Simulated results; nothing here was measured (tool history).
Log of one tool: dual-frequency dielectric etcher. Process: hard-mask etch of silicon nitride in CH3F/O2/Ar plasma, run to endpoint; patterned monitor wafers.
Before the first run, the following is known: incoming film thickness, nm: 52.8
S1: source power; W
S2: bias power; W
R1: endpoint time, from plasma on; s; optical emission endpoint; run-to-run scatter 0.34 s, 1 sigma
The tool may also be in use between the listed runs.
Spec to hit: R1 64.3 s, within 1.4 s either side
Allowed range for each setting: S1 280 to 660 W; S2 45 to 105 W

| run | hour | S1 | S2 | R1 |
|---|---|---|---|---|
| 1 | 0 | 470 | 75 | 73.008 |
| 2 | 1.7 | 490 | 76 | 72.915 |
| 3 | 7.4 | 410 | 76 | 77.309 |
| 4 | 15.3 | 440 | 77 | 74.91 |
| 5 | 18.5 | 470 | 77 | 73.359 |
| 6 | 25.8 | 490 | 78 | 72.197 |
| 7 | 28.5 | 510 | 79 | 70.444 |
| 8 | 36.6 | 520 | 80 | 69.978 |

Next run, 5 choices. One meets every target within its allowed miss, the rest don't. Which?
| A | 44.7 | 460 | 66 | ? |
| B | 44.7 | 550 | 98 | ? |
| C | 44.7 | 620 | 63 | ? |
| D | 44.7 | 650 | 98 | ? |
| E | 44.7 | 580 | 82 | ? |

| move | R1 |
|---|---|
| A | 76.777 |
| B | 64.394 |
| C | 70.21 |
| D | 60.857 |
| E | 66.748 |
A: moves away from the targets compared with the last run
B: every result lands within tolerance
C: about as far from the targets as the last run
D: pushes the last run's worst result past its target
E: gains on the last run, yet a result remains outside its allowed miss
B is the move that brings every result within its allowed miss.
